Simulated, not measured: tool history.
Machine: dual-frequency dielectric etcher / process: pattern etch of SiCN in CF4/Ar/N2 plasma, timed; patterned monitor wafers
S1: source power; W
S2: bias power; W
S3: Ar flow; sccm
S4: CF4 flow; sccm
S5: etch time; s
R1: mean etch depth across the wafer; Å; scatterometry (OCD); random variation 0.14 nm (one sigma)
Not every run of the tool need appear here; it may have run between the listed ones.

{"run": 1, "hour": 0.0, "S1": 450, "S2": 87, "S3": 84, "S4": 83, "S5": 75, "R1": 730.28}
{"run": 2, "hour": 0.8, "S1": 450, "S2": 87, "S3": 75, "S4": 83, "S5": 75, "R1": 742.96}
{"run": 3, "hour": 9.6, "S1": 400, "S2": 84, "S3": 75, "S4": 83, "S5": 75, "R1": 679.33}
{"run": 4, "hour": 11.0, "S1": 470, "S2": 84, "S3": 75, "S4": 83, "S5": 75, "R1": 768.45}
{"run": 5, "hour": 13.7, "S1": 470, "S2": 84, "S3": 75, "S4": 78, "S5": 75, "R1": 761.37}
{"run": 6, "hour": 22.0, "S1": 410, "S2": 79, "S3": 76, "S4": 78, "S5": 75, "R1": 679.23}
{"run": 7, "hour": 30.7, "S1": 370, "S2": 72, "S3": 78, "S4": 78, "S5": 75, "R1": 615.97}
{"run": 8, "hour": 35.5, "S1": 340, "S2": 69, "S3": 79, "S4": 78, "S5": 75, "R1": 573.15}
{"run": 9, "hour": 39.4, "S1": 320, "S2": 68, "S3": 79, "S4": 78, "S5": 75, "R1": 550.81}
{"run": 10, "hour": 47.5, "S1": 310, "S2": 68, "S3": 79, "S4": 78, "S5": 75, "R1": 540.46}
{"run": 11, "hour": 52.0, "S1": 300, "S2": 68, "S3": 79, "S4": 78, "S5": 75, "R1": 525.29}
{"run": 12, "hour": 58.3, "S1": 290, "S2": 68, "S3": 79, "S4": 78, "S5": 75, "R1": 514.63}

Estimate the outcome of run 13 from the log above:
{"run": 13, "hour": 63.4, "S1": 270, "S2": 68, "S3": 79, "S4": 78, "S5": 75, "R1": "?"}

{"run 13": {"R1": 493.28}}
